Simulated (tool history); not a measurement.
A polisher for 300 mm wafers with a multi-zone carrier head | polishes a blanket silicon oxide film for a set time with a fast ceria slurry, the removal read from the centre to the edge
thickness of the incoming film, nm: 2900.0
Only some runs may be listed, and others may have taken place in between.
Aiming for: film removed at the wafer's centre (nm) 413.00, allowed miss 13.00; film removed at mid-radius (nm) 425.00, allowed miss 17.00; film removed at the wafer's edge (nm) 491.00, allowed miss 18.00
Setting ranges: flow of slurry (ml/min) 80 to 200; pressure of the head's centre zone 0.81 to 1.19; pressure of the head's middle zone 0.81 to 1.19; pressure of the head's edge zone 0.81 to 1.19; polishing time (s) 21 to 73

| run | hour | flow of slurry (ml/min) | pressure of the head's centre zone | pressure of the head's middle zone | pressure of the head's edge zone | polishing time (s) | film removed at the wafer's centre (nm) | film removed at mid-radius (nm) | film removed at the wafer's edge (nm) |
|---|---|---|---|---|---|---|---|---|---|
| 1 | 0.0 | 130 | 1.00 | 1.00 | 1.00 | 47 | 578.78 | 579.81 | 598.76 |
| 2 | 2.9 | 120 | 0.96 | 0.96 | 0.98 | 45 | 530.94 | 521.42 | 560.69 |
| 3 | 6.1 | 110 | 0.92 | 0.95 | 0.98 | 44 | 472.87 | 491.79 | 531.40 |
| 4 | 9.2 | 110 | 0.92 | 0.95 | 0.98 | 35 | 383.30 | 390.18 | 421.35 |
| 5 | 11.4 | 110 | 0.92 | 0.88 | 0.98 | 35 | 380.72 | 366.78 | 429.39 |
| 6 | 16.7 | 120 | 0.91 | 0.89 | 1.01 | 35 | 381.20 | 378.23 | 434.06 |
| 7 | 20.4 | 120 | 0.91 | 0.89 | 1.01 | 35 | 382.66 | 387.30 | 440.41 |
| 8 | 29.3 | 130 | 0.91 | 0.88 | 1.03 | 35 | 387.87 | 390.97 | 448.54 |
| 9 | 31.7 | 135 | 0.91 | 0.88 | 1.05 | 35 | 396.91 | 397.89 | 453.83 |
| 10 | 35.9 | 140 | 0.91 | 0.88 | 1.07 | 35 | 405.56 | 399.17 | 465.34 |
| 11 | 39.9 | 145 | 0.90 | 0.89 | 1.09 | 35 | 401.77 | 399.48 | 475.96 |
| 12 | 40.5 | 150 | 0.90 | 0.90 | 1.09 | 35 | 405.46 | 405.34 | 472.44 |

Which single option among these 5 for the next run brings every result within its allowed miss of target? Just one does.
| A | 41.1 | 180 | 1.03 | 1.10 | 1.10 | 32 | ? | ? | ? |
| B | 41.1 | 145 | 0.91 | 0.91 | 1.06 | 34 | ? | ? | ? |
| C | 41.1 | 145 | 0.85 | 0.86 | 1.16 | 38 | ? | ? | ? |
| D | 41.1 | 130 | 0.88 | 0.84 | 1.14 | 36 | ? | ? | ? |
| E | 41.1 | 155 | 0.87 | 0.88 | 1.05 | 37 | ? | ? | ? |

| move | film removed at the wafer's centre (nm) | film removed at mid-radius (nm) | film removed at the wafer's edge (nm) |
|---|---|---|---|
| A | 442.79 | 452.86 | 442.81 |
| B | 395.03 | 396.85 | 449.26 |
| C | 412.02 | 424.65 | 525.98 |
| D | 393.23 | 385.70 | 485.91 |
| E | 417.29 | 426.75 | 491.50 |
A: takes the biggest miss from the last run beyond its target
B: misses by more than the last run did
C: brings the result that was furthest off to its target, and leaves another outside
D: misses by more than the last run did
E: hits every target within its allowed miss
Correct choice: E, which meets every target

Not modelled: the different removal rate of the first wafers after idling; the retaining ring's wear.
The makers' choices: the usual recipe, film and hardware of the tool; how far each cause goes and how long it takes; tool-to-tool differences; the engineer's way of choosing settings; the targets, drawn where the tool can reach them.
